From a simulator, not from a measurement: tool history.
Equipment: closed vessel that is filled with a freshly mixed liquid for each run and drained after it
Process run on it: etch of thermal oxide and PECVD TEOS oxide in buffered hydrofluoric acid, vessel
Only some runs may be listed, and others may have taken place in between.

run	hour	temperature setpoint of the liquid (K)	parts of 40 % ammonium fluoride to one part of 49 % hydrofluoric acid (parts by volume)	time in the liquid (s)	thickness taken off the thermal oxide on a monitor wafer (nm)	thickness taken off the PECVD TEOS oxide on a monitor wafer (nm)
1	0.0	295.15	20.0	60	31.408	54.272
2	5.4	295.15	20.0	45	23.370	40.563
3	9.9	295.15	25.5	45	19.687	34.204
4	12.4	295.65	25.5	45	20.448	35.557
5	20.5	295.65	25.5	35	15.813	27.808
6	24.5	297.15	25.5	35	17.275	29.961
7	28.8	298.15	25.0	35	18.659	32.130
8	31.8	298.15	25.0	35	18.125	32.169
9	40.6	298.65	24.5	35	19.166	33.196

Run 10 has not been measured yet. What should we expect?
10	46.0	299.15	24.5	35	?	?

{"run 10": {"thickness taken off the thermal oxide on a monitor wafer (nm)": 19.686, "thickness taken off the PECVD TEOS oxide on a monitor wafer (nm)": 34.473}}

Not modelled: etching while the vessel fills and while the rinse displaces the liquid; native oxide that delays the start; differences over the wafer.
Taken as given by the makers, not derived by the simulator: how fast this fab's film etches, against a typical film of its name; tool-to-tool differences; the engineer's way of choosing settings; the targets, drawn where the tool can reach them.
